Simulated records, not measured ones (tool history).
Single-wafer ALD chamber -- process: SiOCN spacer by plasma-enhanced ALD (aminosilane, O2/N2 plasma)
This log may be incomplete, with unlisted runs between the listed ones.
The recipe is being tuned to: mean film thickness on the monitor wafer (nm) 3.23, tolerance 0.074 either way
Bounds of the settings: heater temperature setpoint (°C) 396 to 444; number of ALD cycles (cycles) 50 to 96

run,hour,heater temperature setpoint (°C),number of ALD cycles (cycles),mean film thickness on the monitor wafer (nm)
1,0,420,73,4.2294
2,1.6,430,73,4.062
3,7.2,430,82,4.5669
4,13.8,430,88,4.9265
5,20.8,433,81,4.4848
6,26.9,435,75,4.1003
7,34.3,437,71,3.8647
8,36.4,438,68,3.688
9,42.5,439,66,3.5602
10,49.7,439,66,3.6009
11,57.6,442,58,3.1183
12,58.9,441,58,3.1015
13,62.6,440,58,3.1332
14,68.2,439,58,3.1346
15,70.3,438,58,3.1322
# hour 75.8: thermocouple changed; heater temperature recalibrated
16,75.8,437,59,3.1249

Which single option among these 5 for the next run brings every result within its allowed miss of target? Just one does.
A,81.3,433,56,?
B,81.3,432,59,?
C,81.3,428,55,?
D,81.3,432,56,?
E,81.3,440,57,?

move,mean film thickness on the monitor wafer (nm)
A,3.0484
B,3.2236
C,3.0495
D,3.0597
E,3.0221
A: lands further from the targets than the last run did
B: in spec on every target
C: lands further from the targets than the last run did
D: lands further from the targets than the last run did
E: lands further from the targets than the last run did
B is the move that brings every result within its allowed miss.
